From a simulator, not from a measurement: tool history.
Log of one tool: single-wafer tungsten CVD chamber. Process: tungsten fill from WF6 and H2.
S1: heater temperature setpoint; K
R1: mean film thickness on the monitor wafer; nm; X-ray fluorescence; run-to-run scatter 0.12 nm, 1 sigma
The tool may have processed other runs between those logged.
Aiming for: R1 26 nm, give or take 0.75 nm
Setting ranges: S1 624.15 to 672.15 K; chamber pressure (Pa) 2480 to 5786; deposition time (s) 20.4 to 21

Run 1, hour 0: S1 648.15 K, chamber pressure (Pa) 4133, deposition time (s) 20.4. Result: R1 37.73 nm.
Run 2, hour 4.4: S1 654.15 K, chamber pressure (Pa) 4133, deposition time (s) 20.4. Result: R1 43.705 nm.
Run 3, hour 13: S1 650.15 K, chamber pressure (Pa) 4106, deposition time (s) 20.4. Result: R1 39.504 nm.
Run 4, hour 14.2: S1 650.15 K, chamber pressure (Pa) 4573, deposition time (s) 20.4. Result: R1 41.535 nm.
Run 5, hour 22.3: S1 646.15 K, chamber pressure (Pa) 4546, deposition time (s) 20.4. Result: R1 37.682 nm.
Run 6, hour 25: S1 643.15 K, chamber pressure (Pa) 4533, deposition time (s) 20.4. Result: R1 34.857 nm.
Run 7, hour 29.5: S1 641.15 K, chamber pressure (Pa) 4520, deposition time (s) 20.4. Result: R1 33.191 nm.
Run 8, hour 31.3: S1 639.15 K, chamber pressure (Pa) 4506, deposition time (s) 20.4. Result: R1 31.476 nm.
Run 9, hour 35: S1 638.15 K, chamber pressure (Pa) 4493, deposition time (s) 20.4. Result: R1 30.697 nm.
Run 10, hour 39.7: S1 638.15 K, chamber pressure (Pa) 4493, deposition time (s) 20.4. Result: R1 30.956 nm.
Run 11, hour 43.4: S1 637.15 K, chamber pressure (Pa) 4480, deposition time (s) 20.4. Result: R1 29.932 nm.
Run 12, hour 49.7: S1 629.15 K, chamber pressure (Pa) 4440, deposition time (s) 20.4. Result: R1 24.522 nm.

Next run, 5 choices. One meets every target within its allowed miss, the rest don't. Which?
Run A, hour 56: S1 628.15 K, chamber pressure (Pa) 4120, deposition time (s) 20.4. Result: R1 ?.
Run B, hour 56: S1 625.15 K, chamber pressure (Pa) 5053, deposition time (s) 20.4. Result: R1 ?.
Run C, hour 56: S1 627.15 K, chamber pressure (Pa) 4266, deposition time (s) 20.4. Result: R1 ?.
Run D, hour 56: S1 630.15 K, chamber pressure (Pa) 4760, deposition time (s) 20.5. Result: R1 ?.
Run E, hour 56: S1 627.15 K, chamber pressure (Pa) 4320, deposition time (s) 20.8. Result: R1 ?.

move      R1
   A  23.003
   B  23.302
   C  22.768
   D  25.943
   E  23.345
A: moves away from the targets compared with the last run
B: moves away from the targets compared with the last run
C: moves away from the targets compared with the last run
D: in spec on every target
E: moves away from the targets compared with the last run
Answer: D
